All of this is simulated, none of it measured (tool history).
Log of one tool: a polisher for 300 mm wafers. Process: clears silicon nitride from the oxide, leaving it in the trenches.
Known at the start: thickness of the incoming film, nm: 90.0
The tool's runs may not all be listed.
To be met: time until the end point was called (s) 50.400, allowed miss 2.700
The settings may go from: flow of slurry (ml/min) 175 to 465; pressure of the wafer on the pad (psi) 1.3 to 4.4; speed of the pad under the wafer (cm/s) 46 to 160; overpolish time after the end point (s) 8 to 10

run    day  flow of slurry (ml/min)  pressure of the wafer on the pad (psi)  speed of the pad under the wafer (cm/s)  overpolish time after the end point (s)  time until the end point was called (s)
  1  0.000                      295                                     2.8                                      102                                       10                                   85.900
  2  0.212                      245                                     2.8                                      102                                       10                                   86.454
  3  0.521                      245                                     3.2                                      104                                       10                                   76.270
  4  0.667                      245                                     2.9                                      104                                       10                                   84.415
  5  0.712                      245                                     2.5                                      104                                       10                                   94.471
  6  1.038                      245                                     2.5                                      104                                        8                                   96.164
  7  1.200                      245                                     3.0                                      106                                        8                                   79.377
  8  1.275                      245                                     3.3                                      108                                        8                                   69.941
  9  1.496                      245                                     3.5                                      108                                        8                                   65.329
 10  1.825                      245                                     3.7                                      108                                        8                                   63.218
 11  2.108                      245                                     3.9                                      108                                        8                                   60.220

Which of these 5 next moves meets every target?
  A  2.392                      265                                     3.5                                       94                                       10                                        ?
  B  2.392                      255                                     4.0                                       92                                       10                                        ?
  C  2.392                      235                                     4.1                                       96                                       10                                        ?
  D  2.392                      330                                     4.4                                      108                                        8                                        ?
  E  2.392                      215                                     3.5                                      102                                        8                                        ?

move  time until the end point was called (s)
   A                                   76.605
   B                                   68.952
   C                                   65.249
   D                                   52.366
   E                                   72.704
A: further off than the last run
B: further off than the last run
C: further off than the last run
D: meets every target
E: further off than the last run
The right move is D.
